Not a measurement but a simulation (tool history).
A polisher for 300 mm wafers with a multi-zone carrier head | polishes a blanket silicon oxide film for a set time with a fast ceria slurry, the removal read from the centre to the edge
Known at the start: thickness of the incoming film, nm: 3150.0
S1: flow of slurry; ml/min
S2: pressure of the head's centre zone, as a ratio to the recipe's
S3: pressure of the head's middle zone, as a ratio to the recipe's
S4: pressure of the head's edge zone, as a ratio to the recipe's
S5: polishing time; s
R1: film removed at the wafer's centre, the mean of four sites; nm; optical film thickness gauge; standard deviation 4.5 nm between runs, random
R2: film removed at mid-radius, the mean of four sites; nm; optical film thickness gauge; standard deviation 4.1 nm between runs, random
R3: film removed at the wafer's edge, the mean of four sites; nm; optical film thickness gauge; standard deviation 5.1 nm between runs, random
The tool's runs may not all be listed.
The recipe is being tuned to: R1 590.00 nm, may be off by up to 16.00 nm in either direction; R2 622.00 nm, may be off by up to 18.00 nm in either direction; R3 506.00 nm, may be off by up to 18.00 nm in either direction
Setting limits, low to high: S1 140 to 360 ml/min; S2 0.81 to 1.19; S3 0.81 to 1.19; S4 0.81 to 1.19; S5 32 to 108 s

{"run": 1, "hour": 0.0, "S1": 230, "S2": 1.0, "S3": 1.0, "S4": 1.0, "S5": 70, "R1": 891.63, "R2": 893.16, "R3": 889.77}
{"run": 2, "hour": 4.6, "S1": 230, "S2": 0.96, "S3": 1.0, "S4": 1.0, "S5": 70, "R1": 851.11, "R2": 881.01, "R3": 874.29}
{"run": 3, "hour": 5.5, "S1": 240, "S2": 0.97, "S3": 1.02, "S4": 0.97, "S5": 65, "R1": 803.01, "R2": 848.4, "R3": 811.62}
{"run": 4, "hour": 13.8, "S1": 245, "S2": 0.99, "S3": 1.03, "S4": 0.95, "S5": 60, "R1": 764.25, "R2": 794.88, "R3": 721.83}
{"run": 5, "hour": 21.5, "S1": 250, "S2": 0.99, "S3": 1.03, "S4": 0.93, "S5": 57, "R1": 725.13, "R2": 755.89, "R3": 687.81}
{"run": 6, "hour": 23.5, "S1": 250, "S2": 1.05, "S3": 1.03, "S4": 0.93, "S5": 57, "R1": 773.8, "R2": 759.21, "R3": 693.35}
{"run": 7, "hour": 28.2, "S1": 255, "S2": 1.04, "S3": 1.03, "S4": 0.91, "S5": 55, "R1": 730.59, "R2": 727.67, "R3": 653.44}
{"run": 8, "hour": 29.1, "S1": 305, "S2": 1.02, "S3": 1.07, "S4": 0.81, "S5": 40, "R1": 537.66, "R2": 562.61, "R3": 460.14}
{"run": 9, "hour": 32.4, "S1": 305, "S2": 1.03, "S3": 1.08, "S4": 0.83, "S5": 40, "R1": 547.53, "R2": 567.62, "R3": 469.19}
{"hour": 35.5, "done": "worn pad replaced by a new one"}
{"run": 10, "hour": 35.5, "S1": 305, "S2": 1.04, "S3": 1.09, "S4": 0.84, "S5": 40, "R1": 612.88, "R2": 631.07, "R3": 521.72}
{"run": 11, "hour": 39.6, "S1": 300, "S2": 1.04, "S3": 1.09, "S4": 0.84, "S5": 40, "R1": 612.49, "R2": 635.48, "R3": 528.72}
{"run": 12, "hour": 43.4, "S1": 285, "S2": 1.03, "S3": 1.1, "S4": 0.81, "S5": 38, "R1": 561.86, "R2": 601.62, "R3": 485.36}
{"run": 13, "hour": 44.8, "S1": 280, "S2": 1.03, "S3": 1.1, "S4": 0.81, "S5": 38, "R1": 573.19, "R2": 602.81, "R3": 492.67}

Below are 4 possible settings for the next run. Only one of them brings all results inside the allowed miss of their targets. Which is it?
{"run": "A", "hour": 46.2, "S1": 290, "S2": 1.01, "S3": 1.0, "S4": 0.81, "S5": 39, "R1": "?", "R2": "?", "R3": "?"}
{"run": "B", "hour": 46.2, "S1": 270, "S2": 0.99, "S3": 1.16, "S4": 0.83, "S5": 38, "R1": "?", "R2": "?", "R3": "?"}
{"run": "C", "hour": 46.2, "S1": 345, "S2": 1.01, "S3": 1.08, "S4": 0.81, "S5": 39, "R1": "?", "R2": "?", "R3": "?"}
{"run": "D", "hour": 46.2, "S1": 255, "S2": 1.11, "S3": 1.07, "S4": 0.86, "S5": 38, "R1": "?", "R2": "?", "R3": "?"}

move=A R1=578.09 R2=575.45 R3=504.56
move=B R1=547.84 R2=631.47 R3=492.87
move=C R1=589.19 R2=624.70 R3=510.53
move=D R1=609.76 R2=584.80 R3=498.75
A: its largest miss is bigger than the last run's
B: meets the target for the result that was furthest off, but another lies outside its allowed miss
C: every result within its allowed miss
D: its largest miss is bigger than the last run's
Correct choice: C, which meets every target

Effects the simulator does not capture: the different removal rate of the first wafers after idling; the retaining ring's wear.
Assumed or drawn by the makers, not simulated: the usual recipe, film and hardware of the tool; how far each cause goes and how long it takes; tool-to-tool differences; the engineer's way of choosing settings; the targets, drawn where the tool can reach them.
